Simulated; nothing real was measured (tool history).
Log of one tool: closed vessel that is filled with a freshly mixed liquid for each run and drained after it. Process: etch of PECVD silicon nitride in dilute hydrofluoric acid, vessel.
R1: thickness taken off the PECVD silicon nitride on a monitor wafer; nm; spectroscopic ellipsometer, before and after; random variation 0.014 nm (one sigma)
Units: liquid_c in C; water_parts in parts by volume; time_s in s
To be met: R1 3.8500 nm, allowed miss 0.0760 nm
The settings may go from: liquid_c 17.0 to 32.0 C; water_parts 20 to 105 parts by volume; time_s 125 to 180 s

run 1 hour=0.0 | liquid_c=24.0 water_parts=55 time_s=180 | R1=7.3100
run 2 hour=1.4 | liquid_c=24.0 water_parts=55 time_s=125 | R1=5.0484
run 3 hour=9.1 | liquid_c=23.5 water_parts=55 time_s=125 | R1=4.8941
run 4 hour=13.7 | liquid_c=26.0 water_parts=55 time_s=125 | R1=5.8413
run 5 hour=19.1 | liquid_c=25.0 water_parts=55 time_s=125 | R1=5.4123
run 6 hour=27.2 | liquid_c=27.5 water_parts=55 time_s=125 | R1=6.4360
run 7 hour=34.3 | liquid_c=26.0 water_parts=55 time_s=125 | R1=5.7819
run 8 hour=34.9 | liquid_c=25.0 water_parts=55 time_s=125 | R1=5.4260
run 9 hour=38.5 | liquid_c=24.0 water_parts=55 time_s=125 | R1=5.0683
run 10 hour=39.5 | liquid_c=23.5 water_parts=55 time_s=125 | R1=4.9444
run 11 hour=41.8 | liquid_c=23.0 water_parts=55 time_s=125 | R1=4.7643
run 12 hour=46.1 | liquid_c=22.5 water_parts=55 time_s=125 | R1=4.5931
run 13 hour=48.3 | liquid_c=22.0 water_parts=55 time_s=125 | R1=4.4564
run 14 hour=53.0 | liquid_c=21.5 water_parts=55 time_s=125 | R1=4.2698
run 15 hour=57.9 | liquid_c=20.5 water_parts=55 time_s=125 | R1=4.0019

Which of these 5 next moves meets every target?
run A hour=62.8 | liquid_c=20.0 water_parts=60 time_s=150 | R1=?
run B hour=62.8 | liquid_c=23.5 water_parts=85 time_s=150 | R1=?
run C hour=62.8 | liquid_c=18.5 water_parts=55 time_s=145 | R1=?
run D hour=62.8 | liquid_c=21.5 water_parts=70 time_s=150 | R1=?
run E hour=62.8 | liquid_c=20.5 water_parts=60 time_s=145 | R1=?

move=A R1=4.2430
move=B R1=3.8264
move=C R1=4.0210
move=D R1=4.0460
move=E R1=4.2456
A: further off than the last run
B: meets every target
C: further off than the last run
D: further off than the last run
E: further off than the last run
Answer: B
